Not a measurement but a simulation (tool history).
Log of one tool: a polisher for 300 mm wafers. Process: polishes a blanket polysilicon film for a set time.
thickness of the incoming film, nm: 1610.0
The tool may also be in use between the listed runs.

run	hour	flow of slurry (ml/min)	pressure of the wafer on the pad (psi)	speed of the pad under the wafer (m/s)	polishing time (s)	film removed (nm)
1	0.0	215	3.2	1.1	42	449.59
2	6.0	210	2.9	1.1	42	406.68
3	14.7	210	2.9	1.1	38	368.06
4	19.5	205	2.7	1.1	38	342.77
5	22.2	205	3.1	1.1	38	395.54
6	26.4	200	2.9	1.1	38	364.81
7	33.9	190	2.8	1.1	38	350.97
8	35.0	185	2.7	1.1	38	342.25
9	38.8	185	2.6	1.1	38	325.84
10	45.2	185	2.6	1.1	38	329.42
11	48.4	180	2.5	1.1	38	315.34
12	57.2	175	2.5	1.1	38	310.66
13	58.5	170	2.5	1.1	38	312.28
14	64.6	165	2.5	1.1	38	303.43
15	68.6	160	2.5	1.1	38	310.27
16	74.4	160	2.5	1.1	38	305.84

The next listed run, before its measurement:
17	77.2	155	2.5	1.1	38	?

{"run 17": {"film removed (nm)": 306.46}}
